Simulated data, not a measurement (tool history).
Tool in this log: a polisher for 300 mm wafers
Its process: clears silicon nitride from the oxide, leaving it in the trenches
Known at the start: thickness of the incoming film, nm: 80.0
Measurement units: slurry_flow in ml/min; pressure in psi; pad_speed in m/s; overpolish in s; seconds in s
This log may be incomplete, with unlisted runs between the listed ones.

run	hour	slurry_flow	pressure	pad_speed	overpolish	seconds
1	0	245	2.3	0.88	7	113.19
2	8.5	210	2.3	0.88	7	117.27
3	14.7	210	2.6	0.88	7	102.49
4	23.4	150	2.6	0.88	7	106.8
5	24	150	2.6	0.88	7	107.42
6	31.1	150	2.6	0.88	7	108.73
7	34.9	160	2.9	0.92	7	90.734
8	42.7	165	3.5	1.06	7	68.518
9	48.6	165	3.5	1.1	7	65.873

Forecast run 10:
10	52.9	165	3.5	1.12	7	?

Run 10 produced seconds 65.285 s.
